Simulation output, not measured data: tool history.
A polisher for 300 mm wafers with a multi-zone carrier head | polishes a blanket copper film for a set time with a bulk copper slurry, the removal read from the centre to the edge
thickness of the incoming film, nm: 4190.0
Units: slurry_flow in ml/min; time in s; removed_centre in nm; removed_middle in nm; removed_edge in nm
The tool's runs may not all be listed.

{"run": 1, "hour": 0.0, "slurry_flow": 180, "centre_zone": 1.0, "middle_zone": 1.0, "edge_zone": 1.0, "slurry_solids": 1.0, "time": 51, "removed_centre": 455.1, "removed_middle": 444.31, "removed_edge": 463.28}
{"run": 2, "hour": 3.4, "slurry_flow": 180, "centre_zone": 0.99, "middle_zone": 0.99, "edge_zone": 0.99, "slurry_solids": 0.95, "time": 51, "removed_centre": 445.13, "removed_middle": 436.8, "removed_edge": 455.65}
{"run": 3, "hour": 9.7, "slurry_flow": 175, "centre_zone": 0.98, "middle_zone": 0.98, "edge_zone": 0.98, "slurry_solids": 0.9, "time": 51, "removed_centre": 429.47, "removed_middle": 428.13, "removed_edge": 434.22}
{"run": 4, "hour": 14.4, "slurry_flow": 170, "centre_zone": 0.97, "middle_zone": 0.96, "edge_zone": 0.98, "slurry_solids": 0.9, "time": 51, "removed_centre": 430.47, "removed_middle": 418.64, "removed_edge": 436.37}
{"run": 5, "hour": 19.3, "slurry_flow": 165, "centre_zone": 0.96, "middle_zone": 0.95, "edge_zone": 0.98, "slurry_solids": 0.85, "time": 51, "removed_centre": 420.8, "removed_middle": 402.95, "removed_edge": 441.58}
{"run": 6, "hour": 25.4, "slurry_flow": 165, "centre_zone": 0.96, "middle_zone": 0.95, "edge_zone": 1.05, "slurry_solids": 0.85, "time": 51, "removed_centre": 413.56, "removed_middle": 405.87, "removed_edge": 452.97}
{"run": 7, "hour": 30.2, "slurry_flow": 165, "centre_zone": 0.95, "middle_zone": 0.94, "edge_zone": 1.03, "slurry_solids": 0.8, "time": 51, "removed_centre": 406.85, "removed_middle": 393.68, "removed_edge": 443.84}
{"run": 8, "hour": 36.5, "slurry_flow": 165, "centre_zone": 0.94, "middle_zone": 0.94, "edge_zone": 1.01, "slurry_solids": 0.75, "time": 51, "removed_centre": 398.64, "removed_middle": 399.01, "removed_edge": 427.95}
{"run": 9, "hour": 37.5, "slurry_flow": 160, "centre_zone": 0.93, "middle_zone": 0.93, "edge_zone": 1.0, "slurry_solids": 0.7, "time": 51, "removed_centre": 388.95, "removed_middle": 385.12, "removed_edge": 424.88}
{"run": 10, "hour": 44.2, "slurry_flow": 160, "centre_zone": 0.92, "middle_zone": 0.92, "edge_zone": 0.99, "slurry_solids": 0.7, "time": 51, "removed_centre": 383.34, "removed_middle": 393.48, "removed_edge": 423.95}
{"run": 11, "hour": 52.9, "slurry_flow": 155, "centre_zone": 0.92, "middle_zone": 0.91, "edge_zone": 0.98, "slurry_solids": 0.7, "time": 51, "removed_centre": 383.68, "removed_middle": 381.63, "removed_edge": 416.87}

Forecast run 12:
{"run": 12, "hour": 57.6, "slurry_flow": 150, "centre_zone": 0.92, "middle_zone": 0.9, "edge_zone": 0.97, "slurry_solids": 0.7, "time": 51, "removed_centre": "?", "removed_middle": "?", "removed_edge": "?"}

{"run 12": {"removed_centre": 375.72, "removed_middle": 375.11, "removed_edge": 409.94}}
